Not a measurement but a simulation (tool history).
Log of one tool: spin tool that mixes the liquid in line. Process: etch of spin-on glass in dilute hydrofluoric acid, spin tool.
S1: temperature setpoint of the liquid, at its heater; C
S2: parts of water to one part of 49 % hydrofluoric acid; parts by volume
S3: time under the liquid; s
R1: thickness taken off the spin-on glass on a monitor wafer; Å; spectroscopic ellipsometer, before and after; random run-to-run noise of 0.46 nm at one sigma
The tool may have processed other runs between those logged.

| run | hour | S1 | S2 | S3 | R1 |
|---|---|---|---|---|---|
| 1 | 0.0 | 23.0 | 280 | 300 | 370.44 |
| 2 | 5.9 | 23.0 | 380 | 300 | 251.17 |
| 3 | 6.4 | 24.0 | 365 | 300 | 267.56 |
| 4 | 7.3 | 24.5 | 350 | 300 | 293.63 |
| 5 | 9.6 | 25.5 | 340 | 300 | 318.10 |
| 6 | 18.0 | 26.0 | 330 | 300 | 326.24 |
| 7 | 25.0 | 26.5 | 320 | 300 | 358.15 |
| 8 | 29.6 | 27.0 | 315 | 300 | 355.23 |

Run 9 has not been measured yet. What should we expect?
| 9 | 31.8 | 27.5 | 305 | 300 | ? |

Logged for run 9: R1 385.85 Å.
